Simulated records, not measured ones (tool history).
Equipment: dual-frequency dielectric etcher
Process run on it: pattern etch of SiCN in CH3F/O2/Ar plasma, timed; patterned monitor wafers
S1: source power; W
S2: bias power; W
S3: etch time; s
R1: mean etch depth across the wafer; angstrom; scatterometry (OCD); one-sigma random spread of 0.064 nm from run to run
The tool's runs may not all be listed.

{"run": 1, "hour": 0.0, "S1": 390, "S2": 82, "S3": 87, "R1": 338.89}
{"run": 2, "hour": 5.8, "S1": 340, "S2": 76, "S3": 87, "R1": 310.12}
{"run": 3, "hour": 6.7, "S1": 310, "S2": 75, "S3": 87, "R1": 297.49}
{"run": 4, "hour": 14.7, "S1": 290, "S2": 75, "S3": 87, "R1": 289.46}
{"run": 5, "hour": 15.6, "S1": 290, "S2": 87, "S3": 87, "R1": 311.42}
{"run": 6, "hour": 20.7, "S1": 270, "S2": 83, "S3": 87, "R1": 295.85}
{"run": 7, "hour": 26.2, "S1": 260, "S2": 81, "S3": 87, "R1": 287.73}
{"run": 8, "hour": 32.5, "S1": 250, "S2": 80, "S3": 87, "R1": 282.94}

Expected results for the next run?
{"run": 9, "hour": 35.4, "S1": 240, "S2": 79, "S3": 87, "R1": "?"}

Run 9 came out at R1 276.52 angstrom.

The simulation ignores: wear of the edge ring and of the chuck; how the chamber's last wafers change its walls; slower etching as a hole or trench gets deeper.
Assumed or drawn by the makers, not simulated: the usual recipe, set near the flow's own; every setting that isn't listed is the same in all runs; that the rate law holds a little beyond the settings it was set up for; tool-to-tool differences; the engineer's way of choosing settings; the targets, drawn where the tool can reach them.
